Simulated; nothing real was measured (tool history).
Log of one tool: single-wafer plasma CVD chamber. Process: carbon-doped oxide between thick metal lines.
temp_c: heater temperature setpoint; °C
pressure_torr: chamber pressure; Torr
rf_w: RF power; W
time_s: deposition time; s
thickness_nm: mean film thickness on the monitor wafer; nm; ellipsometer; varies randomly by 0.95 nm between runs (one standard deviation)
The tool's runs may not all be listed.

| run | hour | temp_c | pressure_torr | rf_w | time_s | thickness_nm |
|---|---|---|---|---|---|---|
| 1 | 0 | 345 | 3.79 | 460 | 61.2 | 280.25 |
| 2 | 3.2 | 347 | 3.62 | 450 | 61.1 | 271.72 |
| 3 | 7.5 | 336 | 3.62 | 450 | 61.1 | 281.99 |
| 4 | 9.2 | 339 | 3.42 | 445 | 61.1 | 274.69 |
| 5 | 14.2 | 339 | 3.42 | 420 | 61.1 | 263.14 |
| 6 | 16.8 | 342 | 3.32 | 420 | 61.1 | 257.69 |
| 7 | 20.2 | 344 | 3.26 | 420 | 61.1 | 256.37 |
| 8 | 24.5 | 344 | 3.26 | 420 | 61.1 | 257.51 |
| 9 | 27.5 | 346 | 3.18 | 420 | 61.1 | 255.36 |
| 10 | 34.4 | 348 | 3.1 | 420 | 61.1 | 252.24 |
|  | 42.4 | thermocouple changed; heater temperature recalibrated |
| 11 | 42.4 | 349 | 3.04 | 420 | 61.1 | 254.86 |

Forecast run 12:
| 12 | 44.5 | 350 | 3.01 | 415 | 61.1 | ? |

{"run 12": {"thickness_nm": 251.7}}
